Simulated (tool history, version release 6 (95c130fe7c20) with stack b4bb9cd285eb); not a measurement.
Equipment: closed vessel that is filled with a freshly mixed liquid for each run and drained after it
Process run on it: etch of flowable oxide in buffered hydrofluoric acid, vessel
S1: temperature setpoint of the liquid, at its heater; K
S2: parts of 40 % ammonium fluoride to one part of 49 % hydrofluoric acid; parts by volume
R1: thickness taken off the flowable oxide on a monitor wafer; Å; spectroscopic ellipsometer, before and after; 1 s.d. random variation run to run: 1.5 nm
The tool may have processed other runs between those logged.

run 1 hour=0.0 | S1=297.15 S2=20.5 time_in_the_liquid_(s)=90 | R1=1211.50
run 2 hour=5.9 | S1=297.15 S2=25.0 time_in_the_liquid_(s)=90 | R1=1054.80
run 3 hour=10.8 | S1=297.15 S2=25.0 time_in_the_liquid_(s)=100 | R1=1171.20
run 4 hour=12.0 | S1=297.15 S2=30.0 time_in_the_liquid_(s)=100 | R1=1062.60
run 5 hour=18.6 | S1=295.65 S2=30.0 time_in_the_liquid_(s)=100 | R1=959.23
run 6 hour=27.4 | S1=297.65 S2=29.5 time_in_the_liquid_(s)=100 | R1=1075.90
run 7 hour=30.6 | S1=299.15 S2=29.0 time_in_the_liquid_(s)=100 | R1=1207.30
run 8 hour=36.6 | S1=300.15 S2=29.0 time_in_the_liquid_(s)=100 | R1=1243.00
run 9 hour=44.6 | S1=301.15 S2=28.5 time_in_the_liquid_(s)=100 | R1=1338.90
run 10 hour=52.3 | S1=302.15 S2=28.5 time_in_the_liquid_(s)=100 | R1=1411.40
run 11 hour=55.8 | S1=302.65 S2=28.5 time_in_the_liquid_(s)=100 | R1=1449.20

Run 12, settings as shown, results not yet in. Your forecast:
run 12 hour=61.3 | S1=303.15 S2=28.5 time_in_the_liquid_(s)=100 | R1=?

Logged for run 12: R1 1494.90 Å.

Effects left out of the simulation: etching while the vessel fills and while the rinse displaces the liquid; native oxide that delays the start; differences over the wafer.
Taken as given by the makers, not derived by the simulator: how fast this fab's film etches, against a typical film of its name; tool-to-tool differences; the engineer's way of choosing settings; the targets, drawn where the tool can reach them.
